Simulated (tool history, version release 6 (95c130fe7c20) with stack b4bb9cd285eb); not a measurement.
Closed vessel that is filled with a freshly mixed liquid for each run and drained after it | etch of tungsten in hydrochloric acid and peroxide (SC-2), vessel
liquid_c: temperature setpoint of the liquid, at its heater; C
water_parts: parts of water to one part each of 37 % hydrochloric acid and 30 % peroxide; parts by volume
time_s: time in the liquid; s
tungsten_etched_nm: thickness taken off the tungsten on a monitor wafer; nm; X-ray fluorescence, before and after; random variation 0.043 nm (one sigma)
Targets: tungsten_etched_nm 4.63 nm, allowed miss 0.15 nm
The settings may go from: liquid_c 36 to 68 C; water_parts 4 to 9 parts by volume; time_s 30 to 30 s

run 1 day=0 | liquid_c=52 water_parts=5 time_s=30 | tungsten_etched_nm=8.658
run 2 day=0.35 | liquid_c=52 water_parts=6 time_s=30 | tungsten_etched_nm=7.7811
run 3 day=0.671 | liquid_c=50.5 water_parts=6 time_s=30 | tungsten_etched_nm=6.7912
run 4 day=1.008 | liquid_c=50.5 water_parts=4.5 time_s=30 | tungsten_etched_nm=8.4314
run 5 day=1.329 | liquid_c=47.5 water_parts=4.5 time_s=30 | tungsten_etched_nm=7.0122
run 6 day=1.679 | liquid_c=46 water_parts=4.5 time_s=30 | tungsten_etched_nm=6.2028
run 7 day=1.75 | liquid_c=45 water_parts=4.5 time_s=30 | tungsten_etched_nm=5.8794
run 8 day=1.925 | liquid_c=44 water_parts=4.5 time_s=30 | tungsten_etched_nm=5.4781
run 9 day=2.117 | liquid_c=43.5 water_parts=4.5 time_s=30 | tungsten_etched_nm=5.2421
run 10 day=2.233 | liquid_c=43 water_parts=4.5 time_s=30 | tungsten_etched_nm=5.1257
run 11 day=2.612 | liquid_c=42.5 water_parts=4.5 time_s=30 | tungsten_etched_nm=4.9043

Which of these 4 next moves meets every target?
run A day=2.992 | liquid_c=44.5 water_parts=5.5 time_s=30 | tungsten_etched_nm=?
run B day=2.992 | liquid_c=40.5 water_parts=4 time_s=30 | tungsten_etched_nm=?
run C day=2.992 | liquid_c=44 water_parts=5 time_s=30 | tungsten_etched_nm=?
run D day=2.992 | liquid_c=43.5 water_parts=4.5 time_s=30 | tungsten_etched_nm=?

move=A tungsten_etched_nm=4.9455
move=B tungsten_etched_nm=4.6743
move=C tungsten_etched_nm=5.1188
move=D tungsten_etched_nm=5.3247
A: further off than the last run
B: meets every target
C: further off than the last run
D: further off than the last run
Answer: B

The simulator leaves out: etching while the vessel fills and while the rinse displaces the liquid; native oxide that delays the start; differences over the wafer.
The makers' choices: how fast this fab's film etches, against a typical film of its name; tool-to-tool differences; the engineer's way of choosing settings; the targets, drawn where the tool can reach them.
